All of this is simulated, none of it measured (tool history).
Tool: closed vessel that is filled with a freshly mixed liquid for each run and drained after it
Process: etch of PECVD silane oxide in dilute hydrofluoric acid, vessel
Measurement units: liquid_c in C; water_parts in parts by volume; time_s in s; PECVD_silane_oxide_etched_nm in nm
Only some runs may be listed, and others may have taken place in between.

{"run": 1, "hour": 0.0, "liquid_c": 21, "water_parts": 70, "time_s": 30, "PECVD_silane_oxide_etched_nm": 10.677}
{"run": 2, "hour": 3.1, "liquid_c": 19.5, "water_parts": 75, "time_s": 30, "PECVD_silane_oxide_etched_nm": 9.1787}
{"run": 3, "hour": 6.0, "liquid_c": 18.5, "water_parts": 80, "time_s": 30, "PECVD_silane_oxide_etched_nm": 8.3472}
{"run": 4, "hour": 7.6, "liquid_c": 18, "water_parts": 85, "time_s": 30, "PECVD_silane_oxide_etched_nm": 7.6767}
{"run": 5, "hour": 13.2, "liquid_c": 18, "water_parts": 110, "time_s": 30, "PECVD_silane_oxide_etched_nm": 5.7331}
{"run": 6, "hour": 18.4, "liquid_c": 18, "water_parts": 110, "time_s": 30, "PECVD_silane_oxide_etched_nm": 5.7087}

Predict the results of run 7:
{"run": 7, "hour": 23.2, "liquid_c": 19, "water_parts": 110, "time_s": 30, "PECVD_silane_oxide_etched_nm": "?"}

Run 7 measured PECVD_silane_oxide_etched_nm 5.892 nm.
